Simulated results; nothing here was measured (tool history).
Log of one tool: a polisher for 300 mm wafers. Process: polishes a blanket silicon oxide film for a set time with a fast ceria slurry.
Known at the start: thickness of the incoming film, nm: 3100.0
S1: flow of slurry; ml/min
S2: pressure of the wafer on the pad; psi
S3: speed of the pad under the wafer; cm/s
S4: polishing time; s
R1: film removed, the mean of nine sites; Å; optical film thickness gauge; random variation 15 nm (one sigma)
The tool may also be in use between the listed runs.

run 1 hour=0.0 | S1=130 S2=1.9 S3=110 S4=95 | R1=9161.3
run 2 hour=1.9 | S1=130 S2=1.9 S3=100 S4=95 | R1=8649.6
run 3 hour=8.1 | S1=135 S2=2.1 S3=100 S4=95 | R1=9344.2
run 4 hour=14.9 | S1=135 S2=2.1 S3=100 S4=95 | R1=9314.2
run 5 hour=17.4 | S1=135 S2=2.3 S3=100 S4=95 | R1=9792.1
run 6 hour=21.5 | S1=140 S2=2.5 S3=102 S4=95 | R1=10733.0

Run 7 comes next. What will it give?
run 7 hour=26.8 | S1=140 S2=2.7 S3=104 S4=95 | R1=?

R1: 11116.0 Å
